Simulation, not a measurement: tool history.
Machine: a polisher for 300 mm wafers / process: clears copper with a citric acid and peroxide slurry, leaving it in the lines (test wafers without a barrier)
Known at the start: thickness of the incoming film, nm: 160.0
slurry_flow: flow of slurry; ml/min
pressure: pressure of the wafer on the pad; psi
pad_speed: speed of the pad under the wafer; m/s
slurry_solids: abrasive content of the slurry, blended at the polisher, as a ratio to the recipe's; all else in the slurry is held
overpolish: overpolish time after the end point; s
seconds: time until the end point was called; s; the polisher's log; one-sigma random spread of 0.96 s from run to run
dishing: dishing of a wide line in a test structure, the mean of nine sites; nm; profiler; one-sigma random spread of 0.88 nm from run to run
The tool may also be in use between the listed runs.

run 1 hour=0.0 | slurry_flow=315 pressure=2.0 pad_speed=1.08 slurry_solids=1.0 overpolish=28 | seconds=96.979 dishing=24.179
run 2 hour=5.8 | slurry_flow=315 pressure=2.1 pad_speed=1.10 slurry_solids=1.0 overpolish=28 | seconds=91.998 dishing=26.312
run 3 hour=10.1 | slurry_flow=315 pressure=2.2 pad_speed=1.12 slurry_solids=1.0 overpolish=27 | seconds=87.213 dishing=25.591
run 4 hour=12.8 | slurry_flow=315 pressure=2.3 pad_speed=1.14 slurry_solids=1.0 overpolish=27 | seconds=82.178 dishing=28.354
run 5 hour=18.2 | slurry_flow=315 pressure=2.3 pad_speed=1.14 slurry_solids=1.0 overpolish=31 | seconds=82.706 dishing=29.882
run 6 hour=19.6 | slurry_flow=315 pressure=2.4 pad_speed=1.16 slurry_solids=1.0 overpolish=30 | seconds=76.836 dishing=31.793

Run 7, settings as shown, results not yet in. Your forecast:
run 7 hour=26.2 | slurry_flow=315 pressure=2.5 pad_speed=1.18 slurry_solids=1.0 overpolish=29 | seconds=? dishing=?

Run 7 yielded seconds 74.133 s, dishing 31.614 nm.

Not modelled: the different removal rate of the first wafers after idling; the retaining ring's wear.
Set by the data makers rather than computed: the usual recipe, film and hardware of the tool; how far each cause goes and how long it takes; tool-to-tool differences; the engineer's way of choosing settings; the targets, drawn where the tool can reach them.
